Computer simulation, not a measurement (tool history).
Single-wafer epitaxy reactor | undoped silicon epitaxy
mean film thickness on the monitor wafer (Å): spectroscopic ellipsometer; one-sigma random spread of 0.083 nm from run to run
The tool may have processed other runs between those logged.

run,hour,wafer temperature setpoint (pyrometer-controlled) (K),deposition time (s),mean film thickness on the monitor wafer (Å)
1,0,918.15,208,302.4
2,6.9,917.15,208,294.44
3,8.9,915.15,208,283.55
4,16.9,915.15,193,263.74
5,25.1,915.15,215,293.4
6,33.2,906.15,215,241.93
7,33.9,907.15,215,246.42
8,38.1,908.15,215,253.72

What will run 9 give?
9,46.6,910.15,215,?

Run 9 measured mean film thickness on the monitor wafer (Å) 264.23.
